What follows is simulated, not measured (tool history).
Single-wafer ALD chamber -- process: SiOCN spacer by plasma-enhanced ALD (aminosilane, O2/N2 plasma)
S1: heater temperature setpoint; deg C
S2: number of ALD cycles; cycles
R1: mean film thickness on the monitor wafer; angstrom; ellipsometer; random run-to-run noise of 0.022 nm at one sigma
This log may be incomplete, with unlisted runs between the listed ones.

run 1 hour=0.0 | S1=415 S2=94 | R1=47.651
run 2 hour=8.0 | S1=415 S2=84 | R1=42.475
run 3 hour=10.3 | S1=415 S2=71 | R1=36.056
run 4 hour=16.9 | S1=415 S2=64 | R1=32.437
run 5 hour=22.5 | S1=407 S2=64 | R1=33.125
run 6 hour=26.0 | S1=406 S2=74 | R1=38.455
run 7 hour=28.9 | S1=395 S2=89 | R1=47.276

Run 8, settings as shown, results not yet in. Your forecast:
run 8 hour=33.5 | S1=394 S2=92 | R1=?

R1: 48.668 angstrom
